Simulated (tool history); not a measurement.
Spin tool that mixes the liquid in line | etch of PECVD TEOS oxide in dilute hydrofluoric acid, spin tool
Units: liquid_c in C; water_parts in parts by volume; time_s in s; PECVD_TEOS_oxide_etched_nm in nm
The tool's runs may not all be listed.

run 1 hour=0 | liquid_c=24 water_parts=230 time_s=95 | PECVD_TEOS_oxide_etched_nm=3.9039
run 2 hour=1.4 | liquid_c=23.5 water_parts=235 time_s=95 | PECVD_TEOS_oxide_etched_nm=3.7103
run 3 hour=4 | liquid_c=23.5 water_parts=235 time_s=75 | PECVD_TEOS_oxide_etched_nm=2.9715
run 4 hour=6.2 | liquid_c=23 water_parts=235 time_s=75 | PECVD_TEOS_oxide_etched_nm=2.9256
run 5 hour=7.4 | liquid_c=20 water_parts=235 time_s=75 | PECVD_TEOS_oxide_etched_nm=2.613
run 6 hour=9.1 | liquid_c=20 water_parts=155 time_s=75 | PECVD_TEOS_oxide_etched_nm=4.2514

What does the tool deliver on the next run?
run 7 hour=10.8 | liquid_c=19.5 water_parts=165 time_s=75 | PECVD_TEOS_oxide_etched_nm=?

{"run 7": {"PECVD_TEOS_oxide_etched_nm": 3.9081}}

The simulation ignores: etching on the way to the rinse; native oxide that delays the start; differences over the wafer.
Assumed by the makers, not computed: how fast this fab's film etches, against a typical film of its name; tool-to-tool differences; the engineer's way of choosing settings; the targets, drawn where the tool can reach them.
